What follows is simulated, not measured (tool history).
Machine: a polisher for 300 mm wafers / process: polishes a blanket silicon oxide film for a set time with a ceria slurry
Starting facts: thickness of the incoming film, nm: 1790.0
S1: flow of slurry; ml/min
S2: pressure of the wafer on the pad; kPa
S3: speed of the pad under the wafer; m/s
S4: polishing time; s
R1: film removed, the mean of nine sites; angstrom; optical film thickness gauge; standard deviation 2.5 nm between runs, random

run,hour,S1,S2,S3,S4,R1
1,0.0,160,18.6,0.92,27,1098.50
2,6.1,160,18.6,0.92,27,1116.30
3,11.9,160,18.6,0.84,27,975.96
4,18.0,160,20.0,0.84,27,1079.50
5,26.0,160,20.0,0.84,24,944.82
6,27.4,160,20.0,0.84,24,969.97

Predict the results of run 7:
7,29.5,160,21.4,0.86,24,?

R1: 1041.90 angstrom
